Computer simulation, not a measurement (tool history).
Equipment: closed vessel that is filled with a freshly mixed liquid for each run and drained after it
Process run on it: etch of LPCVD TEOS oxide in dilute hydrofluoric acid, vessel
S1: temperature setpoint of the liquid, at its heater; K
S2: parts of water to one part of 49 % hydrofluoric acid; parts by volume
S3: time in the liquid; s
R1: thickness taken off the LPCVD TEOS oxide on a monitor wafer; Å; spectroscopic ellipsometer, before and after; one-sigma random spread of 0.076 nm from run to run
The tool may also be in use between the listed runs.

run  hour      S1  S2  S3      R1
  1   0.0  298.15  85  55  130.45
  2   1.9  296.65  90  55  115.43
  3  10.1  299.15  90  55  123.61
  4  11.3  301.65  90  55  139.22
  5  20.3  304.15  90  55  153.87
  6  23.9  301.15  90  55  136.35

Run 7 is up next; what results do you expect?
  7  32.4  298.65  90  55   ?

R1: 123.49 Å
